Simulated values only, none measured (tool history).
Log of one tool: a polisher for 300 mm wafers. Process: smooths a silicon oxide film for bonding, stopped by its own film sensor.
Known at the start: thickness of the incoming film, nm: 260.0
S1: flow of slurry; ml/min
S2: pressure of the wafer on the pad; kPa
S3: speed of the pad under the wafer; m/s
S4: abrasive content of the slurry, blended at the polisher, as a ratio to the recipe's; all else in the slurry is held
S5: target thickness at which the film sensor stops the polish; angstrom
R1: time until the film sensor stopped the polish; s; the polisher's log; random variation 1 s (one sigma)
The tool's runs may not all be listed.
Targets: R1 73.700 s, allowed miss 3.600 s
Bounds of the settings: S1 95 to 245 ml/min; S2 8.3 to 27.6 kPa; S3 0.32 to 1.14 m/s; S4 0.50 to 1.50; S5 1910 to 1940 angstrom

run  hour   S1    S2    S3    S4    S5       R1
  1   0.0  155  17.9  0.72  1.00  1940  110.910
  2   6.2  155  19.3  0.72  1.00  1940  101.160
  3  10.4  155  17.2  0.72  1.00  1940  114.960
  4  12.3  155  18.6  0.72  1.00  1940  104.440
  5  15.7  155  18.6  0.72  1.00  1940  107.320
  6  16.6  155  18.6  0.64  1.00  1940  117.520
  7  17.7  155  20.0  0.64  1.00  1940  112.290
  8  19.9  155  22.1  0.64  1.00  1940   99.410
  9  27.9  160  26.9  0.66  1.00  1940   82.032
 10  36.4  160  26.9  0.68  1.00  1940   79.824

5 next moves are on the table. One of them brings every result within its allowed miss. Which?
  A  44.9  150  27.6  0.74  0.90  1940   ?
  B  44.9  175  25.5  0.70  1.00  1910   ?
  C  44.9  170  26.9  0.66  1.05  1930   ?
  D  44.9  190  23.4  0.70  1.05  1920   ?
  E  44.9  140  27.6  0.70  0.75  1940   ?

move      R1
   A  76.225
   B  83.989
   C  79.999
   D  87.188
   E  86.547
A: meets every target
B: further off than the last run
C: as far off as the last run
D: further off than the last run
E: further off than the last run
The right move is A.

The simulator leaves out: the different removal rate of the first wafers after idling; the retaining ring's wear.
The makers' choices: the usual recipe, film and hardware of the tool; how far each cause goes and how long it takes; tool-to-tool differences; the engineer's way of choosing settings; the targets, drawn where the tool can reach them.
